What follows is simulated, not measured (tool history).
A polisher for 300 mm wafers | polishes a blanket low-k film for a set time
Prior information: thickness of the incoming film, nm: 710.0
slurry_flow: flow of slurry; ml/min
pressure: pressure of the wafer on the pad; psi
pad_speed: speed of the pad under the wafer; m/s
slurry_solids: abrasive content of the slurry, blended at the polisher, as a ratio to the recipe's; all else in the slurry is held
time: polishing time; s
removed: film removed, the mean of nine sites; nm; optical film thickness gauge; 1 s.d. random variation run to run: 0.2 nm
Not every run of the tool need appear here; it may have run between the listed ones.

run	hour	slurry_flow	pressure	pad_speed	slurry_solids	time	removed
1	0.0	160	2.4	1.30	1.0	111	63.029
2	6.9	155	2.2	1.20	1.0	111	54.383
3	13.9	155	1.8	1.20	1.0	111	45.042
4	19.4	155	1.3	1.20	1.0	111	32.622
5	20.5	155	1.3	1.16	1.0	111	32.175
6	27.6	135	1.3	1.16	1.0	111	30.805
7	32.7	100	1.1	0.98	1.0	111	22.629
8	39.2	105	1.1	0.98	1.0	111	22.864
9	43.7	135	1.2	0.98	1.0	111	25.758
# hour 44.9: slurry blender recalibrated
10	44.9	130	1.2	0.98	1.0	111	28.130
11	49.9	125	1.2	0.98	1.0	111	27.883
12	54.9	120	1.2	0.98	1.0	111	28.249
13	59.8	115	1.2	0.98	1.0	111	27.765
14	67.4	115	1.2	0.96	1.0	111	27.764
15	71.8	105	1.1	0.82	1.0	111	22.045

Run 16 comes next. What will it give?
16	77.7	110	1.1	0.82	1.0	111	?

{"run 16": {"removed": 22.448}}
